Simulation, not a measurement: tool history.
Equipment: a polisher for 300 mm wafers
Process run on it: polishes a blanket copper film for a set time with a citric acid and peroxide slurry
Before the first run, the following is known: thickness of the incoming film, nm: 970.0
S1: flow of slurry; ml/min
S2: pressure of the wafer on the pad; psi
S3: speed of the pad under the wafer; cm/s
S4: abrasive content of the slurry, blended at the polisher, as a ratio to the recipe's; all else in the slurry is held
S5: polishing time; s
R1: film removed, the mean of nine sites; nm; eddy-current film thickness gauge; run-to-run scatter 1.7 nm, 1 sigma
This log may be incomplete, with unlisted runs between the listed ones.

{"run": 1, "hour": 0.0, "S1": 245, "S2": 3.6, "S3": 116, "S4": 1, "S5": 69, "R1": 244.34}
{"run": 2, "hour": 4.3, "S1": 245, "S2": 3.1, "S3": 116, "S4": 1, "S5": 69, "R1": 213.09}
{"run": 3, "hour": 8.2, "S1": 245, "S2": 3.1, "S3": 138, "S4": 1, "S5": 69, "R1": 248.24}
{"run": 4, "hour": 10.0, "S1": 245, "S2": 3.1, "S3": 158, "S4": 1, "S5": 69, "R1": 289.67}
{"run": 5, "hour": 17.0, "S1": 245, "S2": 3.1, "S3": 158, "S4": 1.2, "S5": 69, "R1": 289.55}
{"run": 6, "hour": 19.3, "S1": 240, "S2": 2.6, "S3": 150, "S4": 1.2, "S5": 69, "R1": 233.68}
{"run": 7, "hour": 23.0, "S1": 235, "S2": 2.3, "S3": 146, "S4": 1.2, "S5": 69, "R1": 200.31}
{"run": 8, "hour": 25.2, "S1": 230, "S2": 2.1, "S3": 146, "S4": 1.2, "S5": 69, "R1": 183.92}
{"run": 9, "hour": 28.9, "S1": 220, "S2": 2, "S3": 146, "S4": 1.2, "S5": 69, "R1": 174.28}

Run 10 has not been measured yet. What should we expect?
{"run": 10, "hour": 31.5, "S1": 205, "S2": 2, "S3": 146, "S4": 1.2, "S5": 69, "R1": "?"}

R1: 173.21 nm
